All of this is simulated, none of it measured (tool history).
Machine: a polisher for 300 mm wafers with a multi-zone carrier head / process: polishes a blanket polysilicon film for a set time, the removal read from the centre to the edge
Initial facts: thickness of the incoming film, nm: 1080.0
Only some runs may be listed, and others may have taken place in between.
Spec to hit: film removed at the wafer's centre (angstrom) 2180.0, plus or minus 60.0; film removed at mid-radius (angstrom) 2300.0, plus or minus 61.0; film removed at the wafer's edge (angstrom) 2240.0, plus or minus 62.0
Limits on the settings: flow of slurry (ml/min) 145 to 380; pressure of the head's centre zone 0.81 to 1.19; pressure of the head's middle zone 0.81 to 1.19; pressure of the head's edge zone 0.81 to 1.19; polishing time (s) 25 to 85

run    day  flow of slurry (ml/min)  pressure of the head's centre zone  pressure of the head's middle zone  pressure of the head's edge zone  polishing time (s)  film removed at the wafer's centre (angstrom)  film removed at mid-radius (angstrom)  film removed at the wafer's edge (angstrom)
  1  0.000                      245                                1.00                                1.00                              1.00                  55                                         3061.1                                 3135.2                                       3216.1
  2  0.212                      245                                1.00                                1.00                              1.00                  46                                         2542.2                                 2622.8                                       2625.5
  3  0.242                      245                                1.00                                1.00                              1.00                  59                                         3290.4                                 3352.7                                       3343.2
  4  0.267                      245                                1.00                                1.00                              0.95                  59                                         3260.5                                 3418.6                                       3294.0
  5  0.629                      235                                0.99                                0.96                              0.91                  53                                         2894.3                                 2889.3                                       2929.2
  6  0.979                      235                                1.03                                0.96                              0.91                  53                                         3019.1                                 2920.0                                       2934.2
  7  1.233                      240                                1.00                                0.96                              0.89                  49                                         2717.2                                 2714.1                                       2672.2
  8  1.467                      245                                0.97                                0.95                              0.87                  46                                         2452.1                                 2520.8                                       2471.5
  9  1.608                      250                                0.96                                0.94                              0.85                  45                                         2405.7                                 2422.8                                       2433.7
 10  1.642                      245                                0.95                                0.94                              0.84                  44                                         2331.2                                 2390.2                                       2343.6
 11  1.975                      235                                0.94                                0.94                              0.83                  44                                         2288.8                                 2382.7                                       2304.4
 12  2.108                      185                                0.91                                0.92                              0.82                  44                                         2112.4                                 2239.8                                       2273.7

Below are 4 possible settings for the next run. Only one of them brings all results inside the allowed miss of their targets. Which is it?
  A  2.242                      240                                0.88                                0.88                              0.84                  45                                              ?                                      ?                                            ?
  B  2.242                      180                                0.96                                0.97                              0.86                  43                                              ?                                      ?                                            ?
  C  2.242                      230                                0.91                                0.92                              0.81                  41                                              ?                                      ?                                            ?
  D  2.242                      220                                0.91                                0.92                              0.81                  40                                              ?                                      ?                                            ?

move  film removed at the wafer's centre (angstrom)  film removed at mid-radius (angstrom)  film removed at the wafer's edge (angstrom)
   A                                         2168.5                                 2330.0                                       2430.0
   B                                         2151.1                                 2305.8                                       2265.9
   C                                         2031.1                                 2189.6                                       2168.3
   D                                         1967.5                                 2122.6                                       2105.4
A: puts the biggest miss on target and leaves a different result outside tolerance
B: every result within its allowed miss
C: lands further from the targets than the last run did
D: lands further from the targets than the last run did
Answer: B
